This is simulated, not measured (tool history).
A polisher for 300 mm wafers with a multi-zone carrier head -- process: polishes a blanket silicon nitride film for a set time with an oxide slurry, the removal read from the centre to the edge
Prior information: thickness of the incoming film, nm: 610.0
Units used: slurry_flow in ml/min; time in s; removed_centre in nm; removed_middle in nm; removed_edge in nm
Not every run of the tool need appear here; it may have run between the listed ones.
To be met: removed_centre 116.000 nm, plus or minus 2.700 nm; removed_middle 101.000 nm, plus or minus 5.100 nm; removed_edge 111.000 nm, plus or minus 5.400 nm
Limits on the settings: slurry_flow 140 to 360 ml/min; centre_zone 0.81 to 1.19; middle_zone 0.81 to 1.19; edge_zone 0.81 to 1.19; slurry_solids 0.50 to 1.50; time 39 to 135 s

{"run": 1, "day": 0.0, "slurry_flow": 230, "centre_zone": 1.0, "middle_zone": 1.0, "edge_zone": 1.0, "slurry_solids": 1.0, "time": 87, "removed_centre": 73.807, "removed_middle": 73.819, "removed_edge": 73.967}
{"run": 2, "day": 0.092, "slurry_flow": 235, "centre_zone": 1.03, "middle_zone": 1.0, "edge_zone": 1.04, "slurry_solids": 1.15, "time": 89, "removed_centre": 82.544, "removed_middle": 78.607, "removed_edge": 82.341}
{"run": 3, "day": 0.292, "slurry_flow": 235, "centre_zone": 1.03, "middle_zone": 0.92, "edge_zone": 1.04, "slurry_solids": 1.15, "time": 89, "removed_centre": 81.987, "removed_middle": 74.505, "removed_edge": 82.669}
{"run": 4, "day": 0.642, "slurry_flow": 235, "centre_zone": 1.03, "middle_zone": 0.92, "edge_zone": 1.04, "slurry_solids": 1.15, "time": 103, "removed_centre": 95.558, "removed_middle": 85.752, "removed_edge": 96.805}
{"day": 0.908, "done": "worn pad replaced by a new one"}
{"run": 5, "day": 0.908, "slurry_flow": 235, "centre_zone": 1.03, "middle_zone": 0.97, "edge_zone": 1.04, "slurry_solids": 1.15, "time": 103, "removed_centre": 109.66, "removed_middle": 104.31, "removed_edge": 108.46}
{"run": 6, "day": 0.996, "slurry_flow": 245, "centre_zone": 1.04, "middle_zone": 0.96, "edge_zone": 1.05, "slurry_solids": 1.15, "time": 103, "removed_centre": 112.59, "removed_middle": 99.962, "removed_edge": 111.69}
{"run": 7, "day": 1.188, "slurry_flow": 245, "centre_zone": 1.04, "middle_zone": 0.96, "edge_zone": 1.04, "slurry_solids": 1.15, "time": 103, "removed_centre": 111.86, "removed_middle": 103.33, "removed_edge": 110.07}
{"run": 8, "day": 1.492, "slurry_flow": 250, "centre_zone": 1.05, "middle_zone": 0.95, "edge_zone": 1.04, "slurry_solids": 1.15, "time": 103, "removed_centre": 113.91, "removed_middle": 102.13, "removed_edge": 110.23}
{"run": 9, "day": 1.729, "slurry_flow": 250, "centre_zone": 1.05, "middle_zone": 0.94, "edge_zone": 1.04, "slurry_solids": 1.15, "time": 103, "removed_centre": 112.53, "removed_middle": 103.58, "removed_edge": 112.39}
{"run": 10, "day": 1.758, "slurry_flow": 250, "centre_zone": 1.05, "middle_zone": 0.94, "edge_zone": 1.04, "slurry_solids": 1.15, "time": 103, "removed_centre": 112.15, "removed_middle": 101.48, "removed_edge": 111.54}

Below are 4 possible settings for the next run. Only one of them brings all results inside the allowed miss of their targets. Which is it?
{"run": "A", "day": 1.788, "slurry_flow": 245, "centre_zone": 1.01, "middle_zone": 0.98, "edge_zone": 0.95, "slurry_solids": 1.05, "time": 108, "removed_centre": "?", "removed_middle": "?", "removed_edge": "?"}
{"run": "B", "day": 1.788, "slurry_flow": 245, "centre_zone": 1.03, "middle_zone": 0.99, "edge_zone": 1.01, "slurry_solids": 1.25, "time": 97, "removed_centre": "?", "removed_middle": "?", "removed_edge": "?"}
{"run": "C", "day": 1.788, "slurry_flow": 340, "centre_zone": 1.04, "middle_zone": 0.9, "edge_zone": 0.99, "slurry_solids": 1.3, "time": 98, "removed_centre": "?", "removed_middle": "?", "removed_edge": "?"}
{"run": "D", "day": 1.788, "slurry_flow": 255, "centre_zone": 0.97, "middle_zone": 0.95, "edge_zone": 0.96, "slurry_solids": 1.2, "time": 105, "removed_centre": "?", "removed_middle": "?", "removed_edge": "?"}

move=A removed_centre=111.140 removed_middle=106.990 removed_edge=105.500
move=B removed_centre=107.440 removed_middle=102.250 removed_edge=102.250
move=C removed_centre=115.240 removed_middle=99.962 removed_edge=106.690
move=D removed_centre=108.690 removed_middle=106.160 removed_edge=107.750
A: the biggest miss grows against the last run
B: the biggest miss grows against the last run
C: every result lands within tolerance
D: the biggest miss grows against the last run
The move that meets every target is C.
